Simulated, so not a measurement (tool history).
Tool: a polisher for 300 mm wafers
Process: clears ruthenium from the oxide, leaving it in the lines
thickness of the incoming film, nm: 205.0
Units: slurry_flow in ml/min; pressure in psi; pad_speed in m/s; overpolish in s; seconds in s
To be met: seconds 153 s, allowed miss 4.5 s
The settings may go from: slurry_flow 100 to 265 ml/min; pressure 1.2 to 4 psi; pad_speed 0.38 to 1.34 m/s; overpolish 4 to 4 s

run 1 day=0 | slurry_flow=170 pressure=2.6 pad_speed=0.86 overpolish=4 | seconds=117.35
run 2 day=0.3 | slurry_flow=195 pressure=2.6 pad_speed=0.86 overpolish=4 | seconds=116.38
run 3 day=0.442 | slurry_flow=195 pressure=2.6 pad_speed=0.86 overpolish=4 | seconds=116.66
run 4 day=0.571 | slurry_flow=175 pressure=2.6 pad_speed=0.86 overpolish=4 | seconds=119.85
run 5 day=0.808 | slurry_flow=170 pressure=2.5 pad_speed=0.86 overpolish=4 | seconds=122.84
run 6 day=1.075 | slurry_flow=170 pressure=2.4 pad_speed=0.86 overpolish=4 | seconds=127.33
run 7 day=1.1 | slurry_flow=145 pressure=1.9 pad_speed=0.86 overpolish=4 | seconds=163.92
-- day=1.129 head pressure recalibrated
run 8 day=1.129 | slurry_flow=150 pressure=1.9 pad_speed=0.86 overpolish=4 | seconds=176.05
run 9 day=1.175 | slurry_flow=150 pressure=2 pad_speed=0.86 overpolish=4 | seconds=170.37
run 10 day=1.446 | slurry_flow=155 pressure=2 pad_speed=0.86 overpolish=4 | seconds=168.44

4 next moves are on the table. One of them brings every result within its allowed miss. Which?
run A day=1.717 | slurry_flow=130 pressure=2.1 pad_speed=0.96 overpolish=4 | seconds=?
run B day=1.717 | slurry_flow=130 pressure=2.3 pad_speed=0.78 overpolish=4 | seconds=?
run C day=1.717 | slurry_flow=100 pressure=2.4 pad_speed=0.8 overpolish=4 | seconds=?
run D day=1.717 | slurry_flow=145 pressure=1.7 pad_speed=0.94 overpolish=4 | seconds=?

move=A seconds=154.61
move=B seconds=164.7
move=C seconds=167.1
move=D seconds=185.21
A: meets every target
B: nearer than the last run, and not there yet
C: nearer than the last run, and not there yet
D: further off than the last run
The right move is A.
